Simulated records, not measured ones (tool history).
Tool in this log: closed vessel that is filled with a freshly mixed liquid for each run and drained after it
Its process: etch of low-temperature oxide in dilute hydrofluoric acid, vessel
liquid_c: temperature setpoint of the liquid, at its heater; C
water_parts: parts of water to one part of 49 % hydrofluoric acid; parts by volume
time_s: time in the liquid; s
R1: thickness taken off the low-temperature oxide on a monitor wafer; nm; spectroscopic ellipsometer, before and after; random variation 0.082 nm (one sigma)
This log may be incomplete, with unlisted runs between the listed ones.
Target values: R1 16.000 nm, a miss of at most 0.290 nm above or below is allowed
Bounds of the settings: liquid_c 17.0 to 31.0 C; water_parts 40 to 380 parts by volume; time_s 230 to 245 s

{"run": 1, "hour": 0.0, "liquid_c": 23.0, "water_parts": 210, "time_s": 230, "R1": 19.674}
{"run": 2, "hour": 3.4, "liquid_c": 23.0, "water_parts": 210, "time_s": 245, "R1": 21.037}
{"run": 3, "hour": 6.2, "liquid_c": 23.0, "water_parts": 250, "time_s": 245, "R1": 16.909}
{"run": 4, "hour": 9.8, "liquid_c": 19.5, "water_parts": 250, "time_s": 245, "R1": 14.895}
{"run": 5, "hour": 11.6, "liquid_c": 17.0, "water_parts": 250, "time_s": 245, "R1": 13.508}
{"run": 6, "hour": 19.1, "liquid_c": 17.0, "water_parts": 290, "time_s": 245, "R1": 11.166}
{"run": 7, "hour": 28.3, "liquid_c": 21.0, "water_parts": 285, "time_s": 245, "R1": 13.348}
{"run": 8, "hour": 31.8, "liquid_c": 22.0, "water_parts": 285, "time_s": 245, "R1": 13.822}
{"run": 9, "hour": 34.2, "liquid_c": 23.0, "water_parts": 285, "time_s": 245, "R1": 14.348}
{"run": 10, "hour": 42.1, "liquid_c": 23.5, "water_parts": 285, "time_s": 245, "R1": 14.553}
{"run": 11, "hour": 46.8, "liquid_c": 24.0, "water_parts": 285, "time_s": 245, "R1": 14.764}
{"run": 12, "hour": 55.5, "liquid_c": 24.5, "water_parts": 285, "time_s": 245, "R1": 15.135}

Which single option among these 4 for the next run brings every result within its allowed miss of target? Just one does.
{"run": "A", "hour": 64.2, "liquid_c": 21.0, "water_parts": 265, "time_s": 230, "R1": "?"}
{"run": "B", "hour": 64.2, "liquid_c": 25.5, "water_parts": 280, "time_s": 235, "R1": "?"}
{"run": "C", "hour": 64.2, "liquid_c": 23.0, "water_parts": 255, "time_s": 230, "R1": "?"}
{"run": "D", "hour": 64.2, "liquid_c": 23.5, "water_parts": 250, "time_s": 230, "R1": "?"}

move=A R1=13.706
move=B R1=15.331
move=C R1=15.469
move=D R1=16.146
A: misses by more than the last run did
B: moves toward the targets from the last run without getting all of them in spec
C: moves toward the targets from the last run without getting all of them in spec
D: each result inside its tolerance
Go with D: it meets all targets.

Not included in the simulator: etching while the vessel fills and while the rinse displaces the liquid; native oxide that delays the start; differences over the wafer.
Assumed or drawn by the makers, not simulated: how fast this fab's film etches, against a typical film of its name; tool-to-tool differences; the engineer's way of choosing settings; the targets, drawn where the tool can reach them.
